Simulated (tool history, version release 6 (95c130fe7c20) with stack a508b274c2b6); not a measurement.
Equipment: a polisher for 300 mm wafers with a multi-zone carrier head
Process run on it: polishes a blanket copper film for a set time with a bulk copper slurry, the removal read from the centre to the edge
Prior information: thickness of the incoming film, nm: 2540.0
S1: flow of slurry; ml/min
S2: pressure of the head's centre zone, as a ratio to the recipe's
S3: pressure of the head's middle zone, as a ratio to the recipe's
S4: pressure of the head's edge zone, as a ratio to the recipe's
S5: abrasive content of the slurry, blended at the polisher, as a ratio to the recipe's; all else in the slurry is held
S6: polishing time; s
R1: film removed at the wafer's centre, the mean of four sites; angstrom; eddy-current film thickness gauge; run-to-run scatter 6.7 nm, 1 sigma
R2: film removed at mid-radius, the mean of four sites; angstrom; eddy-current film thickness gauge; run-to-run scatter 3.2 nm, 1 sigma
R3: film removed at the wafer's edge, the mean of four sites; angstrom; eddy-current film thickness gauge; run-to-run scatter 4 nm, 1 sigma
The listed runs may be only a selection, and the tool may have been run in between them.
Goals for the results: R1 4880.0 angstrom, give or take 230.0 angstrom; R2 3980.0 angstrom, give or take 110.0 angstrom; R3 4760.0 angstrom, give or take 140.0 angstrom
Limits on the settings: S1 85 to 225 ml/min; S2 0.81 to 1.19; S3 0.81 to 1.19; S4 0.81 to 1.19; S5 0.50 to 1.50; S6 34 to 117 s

| run | hour | S1 | S2 | S3 | S4 | S5 | S6 | R1 | R2 | R3 |
|---|---|---|---|---|---|---|---|---|---|---|
| 1 | 0.0 | 145 | 1.00 | 1.00 | 1.00 | 1.00 | 75 | 6245.3 | 5946.8 | 6026.4 |
| 2 | 1.4 | 145 | 0.96 | 1.00 | 1.00 | 1.00 | 75 | 5969.2 | 5965.9 | 6006.7 |
| 3 | 2.6 | 145 | 0.96 | 1.00 | 1.00 | 1.00 | 92 | 7210.2 | 7363.7 | 7405.1 |
| 4 | 5.6 | 145 | 0.91 | 1.00 | 1.00 | 1.00 | 92 | 6911.7 | 7348.2 | 7381.7 |
| 5 | 6.7 | 145 | 0.84 | 1.00 | 1.00 | 1.00 | 92 | 6358.9 | 7292.8 | 7462.1 |
| 6 | 14.7 | 140 | 0.86 | 0.97 | 0.99 | 0.95 | 88 | 6145.7 | 6732.0 | 6938.0 |
| 7 | 22.7 | 135 | 0.88 | 0.94 | 1.00 | 0.90 | 84 | 5871.7 | 6140.0 | 6643.1 |
| 8 | 27.1 | 130 | 0.90 | 0.92 | 0.99 | 0.85 | 81 | 5811.6 | 5824.4 | 6224.6 |
| 9 | 28.7 | 125 | 0.91 | 0.90 | 1.00 | 0.80 | 78 | 5345.0 | 5361.5 | 5865.1 |
| 10 | 33.3 | 120 | 0.94 | 0.89 | 1.01 | 0.75 | 76 | 5410.8 | 5082.7 | 5770.7 |
| 11 | 39.6 | 115 | 0.95 | 0.88 | 1.00 | 0.70 | 75 | 5146.5 | 4842.8 | 5496.5 |
| 12 | 47.3 | 110 | 0.97 | 0.87 | 0.99 | 0.65 | 74 | 5062.2 | 4616.9 | 5330.6 |
| 13 | 55.0 | 105 | 0.98 | 0.86 | 0.98 | 0.65 | 74 | 5187.1 | 4535.1 | 5142.6 |
| 14 | 63.6 | 90 | 0.99 | 0.81 | 1.01 | 0.50 | 71 | 4539.2 | 3788.2 | 4821.0 |

Of the 4 settings listed for the next run, only one would bring every result within its allowed miss of target. Which one?
| A | 72.2 | 85 | 0.89 | 0.85 | 1.04 | 0.50 | 73 | ? | ? | ? |
| B | 72.2 | 130 | 1.03 | 0.81 | 1.02 | 0.55 | 70 | ? | ? | ? |
| C | 72.2 | 90 | 1.07 | 0.83 | 0.98 | 0.55 | 71 | ? | ? | ? |
| D | 72.2 | 95 | 0.87 | 0.90 | 1.13 | 0.50 | 68 | ? | ? | ? |

| move | R1 | R2 | R3 |
|---|---|---|---|
| A | 4249.5 | 4090.2 | 4903.8 |
| B | 5091.2 | 4146.3 | 5005.2 |
| C | 4935.5 | 4012.2 | 4752.7 |
| D | 3989.0 | 4082.2 | 4830.3 |
A: the result that was furthest off in the last run now lies on the other side of its target
B: the result that was furthest off in the last run now lies on the other side of its target
C: hits every target within its allowed miss
D: corrects the largest miss of the last run, while another result sits out of spec
The right move is C.
